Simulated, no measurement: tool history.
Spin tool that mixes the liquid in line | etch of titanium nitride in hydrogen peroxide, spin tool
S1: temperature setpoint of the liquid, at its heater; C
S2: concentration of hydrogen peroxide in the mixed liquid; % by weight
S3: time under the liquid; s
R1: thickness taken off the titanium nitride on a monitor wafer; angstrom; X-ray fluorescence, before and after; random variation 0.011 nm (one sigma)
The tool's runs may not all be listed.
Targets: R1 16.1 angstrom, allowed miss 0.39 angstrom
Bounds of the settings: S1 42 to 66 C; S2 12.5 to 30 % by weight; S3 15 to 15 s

run  hour    S1    S2  S3      R1
  1     0    58  23.5  15  24.082
  2   1.3    58    26  15  24.683
  3   6.4  56.5    26  15  22.156
  4   9.1  55.5    26  15   20.97
  5  17.3    53    26  15  17.408
  6  26.1  47.5    26  15  11.681
  7  28.7  48.5    26  15  12.639
  8  33.9  49.5    26  15  13.469
  9  37.2    50    26  15  14.061
 10    46  50.5    26  15  14.562

Which of these 5 next moves meets every target?
  A  54.8  49.5    26  15   ?
  B  54.8    49  27.5  15   ?
  C  54.8  52.5  26.5  15   ?
  D  54.8    51  19.5  15   ?
  E  54.8  51.5    30  15   ?

move      R1
   A   13.54
   B  13.219
   C  16.864
   D  14.176
   E  16.138
A: further off than the last run
B: further off than the last run
C: takes the result that was furthest off past its target
D: further off than the last run
E: meets every target
Answer: E

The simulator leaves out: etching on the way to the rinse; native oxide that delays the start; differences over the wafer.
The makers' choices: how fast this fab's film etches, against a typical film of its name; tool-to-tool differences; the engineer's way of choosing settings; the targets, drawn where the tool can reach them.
